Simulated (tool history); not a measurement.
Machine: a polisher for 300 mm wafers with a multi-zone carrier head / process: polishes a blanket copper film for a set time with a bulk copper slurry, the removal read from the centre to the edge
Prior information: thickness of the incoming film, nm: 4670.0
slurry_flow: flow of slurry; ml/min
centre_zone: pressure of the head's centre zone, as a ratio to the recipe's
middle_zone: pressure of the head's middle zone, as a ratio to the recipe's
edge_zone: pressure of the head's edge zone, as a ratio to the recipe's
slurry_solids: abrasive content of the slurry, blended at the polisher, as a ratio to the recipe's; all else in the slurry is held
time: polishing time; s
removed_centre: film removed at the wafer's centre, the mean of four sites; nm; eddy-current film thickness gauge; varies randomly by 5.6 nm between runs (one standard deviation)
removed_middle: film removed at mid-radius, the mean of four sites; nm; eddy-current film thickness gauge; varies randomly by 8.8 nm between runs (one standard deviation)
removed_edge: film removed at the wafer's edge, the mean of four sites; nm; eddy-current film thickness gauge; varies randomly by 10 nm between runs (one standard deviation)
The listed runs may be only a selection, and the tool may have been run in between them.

run 1 hour=0 | slurry_flow=190 centre_zone=1 middle_zone=1 edge_zone=1 slurry_solids=1 time=73 | removed_centre=565.55 removed_middle=552.46 removed_edge=547.18
run 2 hour=5.2 | slurry_flow=190 centre_zone=1 middle_zone=1 edge_zone=1.02 slurry_solids=1.05 time=74 | removed_centre=565.62 removed_middle=570.36 removed_edge=562.95
run 3 hour=7.9 | slurry_flow=190 centre_zone=1.01 middle_zone=0.99 edge_zone=1.03 slurry_solids=1.1 time=75 | removed_centre=586.71 removed_middle=570.68 removed_edge=574.7
run 4 hour=10.7 | slurry_flow=190 centre_zone=1.01 middle_zone=0.99 edge_zone=1.04 slurry_solids=1.15 time=76 | removed_centre=600.52 removed_middle=583.92 removed_edge=599.79
run 5 hour=17.3 | slurry_flow=195 centre_zone=1.01 middle_zone=0.99 edge_zone=1.05 slurry_solids=1.2 time=77 | removed_centre=620.09 removed_middle=597.2 removed_edge=618.16
run 6 hour=21.4 | slurry_flow=195 centre_zone=1.01 middle_zone=0.99 edge_zone=1.05 slurry_solids=1.2 time=67 | removed_centre=532.49 removed_middle=522.32 removed_edge=539.13
run 7 hour=27.3 | slurry_flow=195 centre_zone=1.01 middle_zone=0.99 edge_zone=1.06 slurry_solids=1.25 time=69 | removed_centre=557.99 removed_middle=550.63 removed_edge=578.58
run 8 hour=35.5 | slurry_flow=220 centre_zone=1.07 middle_zone=1.06 edge_zone=1.16 slurry_solids=1.5 time=77 | removed_centre=701.39 removed_middle=667.7 removed_edge=685.52

What will run 9 give?
run 9 hour=41.8 | slurry_flow=220 centre_zone=1.06 middle_zone=1.06 edge_zone=1.16 slurry_solids=1.5 time=78 | removed_centre=? removed_middle=? removed_edge=?

{"run 9": {"removed_centre": 704.95, "removed_middle": 682.67, "removed_edge": 694.05}}
